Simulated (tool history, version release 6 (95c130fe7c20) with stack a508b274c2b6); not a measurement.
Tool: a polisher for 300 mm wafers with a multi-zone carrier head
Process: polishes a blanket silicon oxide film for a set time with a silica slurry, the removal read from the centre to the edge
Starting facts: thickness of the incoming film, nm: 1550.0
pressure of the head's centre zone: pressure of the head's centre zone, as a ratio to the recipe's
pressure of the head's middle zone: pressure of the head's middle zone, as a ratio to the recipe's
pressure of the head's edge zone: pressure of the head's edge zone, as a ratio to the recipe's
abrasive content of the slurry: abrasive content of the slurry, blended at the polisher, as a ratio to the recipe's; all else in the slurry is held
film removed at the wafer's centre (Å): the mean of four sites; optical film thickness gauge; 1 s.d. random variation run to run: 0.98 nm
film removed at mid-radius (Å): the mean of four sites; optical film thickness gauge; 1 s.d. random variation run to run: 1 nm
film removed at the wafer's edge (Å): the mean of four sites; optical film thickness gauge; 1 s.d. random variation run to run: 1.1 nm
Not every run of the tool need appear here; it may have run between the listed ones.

run,hour,flow of slurry (ml/min),pressure of the head's centre zone,pressure of the head's middle zone,pressure of the head's edge zone,abrasive content of the slurry,polishing time (s),film removed at the wafer's centre (Å),film removed at mid-radius (Å),film removed at the wafer's edge (Å)
1,0.0,270,1.00,1.00,1.00,1.00,41,1535.7,1492.6,1515.7
2,0.9,265,0.99,0.96,0.97,0.90,41,1415.1,1378.4,1398.3
3,9.1,210,0.99,0.96,0.97,0.90,41,1390.8,1330.9,1376.5
4,15.6,205,0.98,0.93,0.95,0.85,41,1306.4,1235.4,1332.4
5,23.4,210,0.98,0.92,0.93,0.80,41,1254.1,1188.1,1233.0
6,27.4,205,0.97,0.89,0.91,0.80,41,1235.0,1156.2,1226.2

Run 7 comes next. What will it give?
7,28.9,200,0.97,0.87,0.89,0.80,41,?,?,?

{"run 7": {"film removed at the wafer's centre (Å)": 1231.7, "film removed at mid-radius (Å)": 1118.3, "film removed at the wafer's edge (Å)": 1215.8}}
